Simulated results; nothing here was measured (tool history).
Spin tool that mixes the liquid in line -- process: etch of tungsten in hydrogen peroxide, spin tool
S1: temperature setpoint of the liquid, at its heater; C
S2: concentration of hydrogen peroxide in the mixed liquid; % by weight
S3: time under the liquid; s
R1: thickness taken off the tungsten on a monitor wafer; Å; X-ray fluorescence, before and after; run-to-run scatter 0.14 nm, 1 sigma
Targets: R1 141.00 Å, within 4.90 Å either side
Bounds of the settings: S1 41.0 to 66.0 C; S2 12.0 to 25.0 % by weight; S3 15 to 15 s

{"run": 1, "hour": 0.0, "S1": 57.0, "S2": 17.0, "S3": 15, "R1": 196.73}
{"run": 2, "hour": 6.7, "S1": 55.5, "S2": 17.0, "S3": 15, "R1": 177.67}
{"run": 3, "hour": 9.3, "S1": 58.5, "S2": 17.0, "S3": 15, "R1": 208.08}
{"run": 4, "hour": 17.7, "S1": 56.5, "S2": 17.0, "S3": 15, "R1": 186.16}
{"run": 5, "hour": 23.8, "S1": 55.0, "S2": 17.0, "S3": 15, "R1": 176.12}
{"run": 6, "hour": 24.8, "S1": 55.0, "S2": 17.0, "S3": 15, "R1": 172.79}
{"run": 7, "hour": 29.8, "S1": 54.0, "S2": 17.0, "S3": 15, "R1": 161.72}
{"run": 8, "hour": 30.3, "S1": 53.5, "S2": 17.0, "S3": 15, "R1": 158.24}

5 next moves are on the table. One of them brings every result within its allowed miss. Which?
{"run": "A", "hour": 30.8, "S1": 49.5, "S2": 18.0, "S3": 15, "R1": "?"}
{"run": "B", "hour": 30.8, "S1": 50.0, "S2": 20.0, "S3": 15, "R1": "?"}
{"run": "C", "hour": 30.8, "S1": 53.5, "S2": 16.5, "S3": 15, "R1": "?"}
{"run": "D", "hour": 30.8, "S1": 58.0, "S2": 12.5, "S3": 15, "R1": "?"}
{"run": "E", "hour": 30.8, "S1": 52.5, "S2": 17.5, "S3": 15, "R1": "?"}

move=A R1=128.31
move=B R1=139.45
move=C R1=156.52
move=D R1=177.66
move=E R1=151.80
A: carries the result that was furthest off beyond its target, to the other side
B: meets every target
C: moves toward the targets from the last run without getting all of them in spec
D: the biggest miss grows against the last run
E: moves toward the targets from the last run without getting all of them in spec
Answer: B
